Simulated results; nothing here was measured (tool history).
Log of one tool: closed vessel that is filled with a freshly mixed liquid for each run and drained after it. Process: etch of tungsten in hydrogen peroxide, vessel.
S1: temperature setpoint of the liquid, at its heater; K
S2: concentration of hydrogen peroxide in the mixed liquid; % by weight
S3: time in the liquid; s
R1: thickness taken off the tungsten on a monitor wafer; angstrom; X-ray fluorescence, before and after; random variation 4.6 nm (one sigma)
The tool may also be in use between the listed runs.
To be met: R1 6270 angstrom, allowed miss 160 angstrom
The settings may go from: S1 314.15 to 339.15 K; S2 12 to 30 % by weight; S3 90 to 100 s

run 1 day=0 | S1=330.15 S2=20.5 S3=90 | R1=4035
run 2 day=0.308 | S1=330.15 S2=20.5 S3=90 | R1=3968.5
run 3 day=0.533 | S1=333.15 S2=20.5 S3=90 | R1=4747.5
run 4 day=0.875 | S1=333.65 S2=20.5 S3=90 | R1=4912.4
run 5 day=1.046 | S1=333.65 S2=20.5 S3=90 | R1=4903.8
run 6 day=1.342 | S1=334.15 S2=20.5 S3=90 | R1=5064.6
run 7 day=1.504 | S1=334.65 S2=20.5 S3=90 | R1=5223.6
run 8 day=1.842 | S1=335.15 S2=20.5 S3=90 | R1=5374.9
run 9 day=1.996 | S1=335.65 S2=20.5 S3=90 | R1=5490.1
run 10 day=2.329 | S1=336.15 S2=20.5 S3=90 | R1=5679.6
run 11 day=2.446 | S1=336.15 S2=20.5 S3=90 | R1=5694
run 12 day=2.6 | S1=337.15 S2=20.5 S3=90 | R1=6000.6

Which of these 4 next moves meets every target?
run A day=2.754 | S1=337.15 S2=20.5 S3=95 | R1=?
run B day=2.754 | S1=334.65 S2=27 S3=90 | R1=?
run C day=2.754 | S1=336.15 S2=21 S3=90 | R1=?
run D day=2.754 | S1=335.15 S2=18 S3=100 | R1=?

move=A R1=6234.9
move=B R1=5884.9
move=C R1=5651
move=D R1=5492.9
A: meets every target
B: further off than the last run
C: further off than the last run
D: further off than the last run
Answer: A
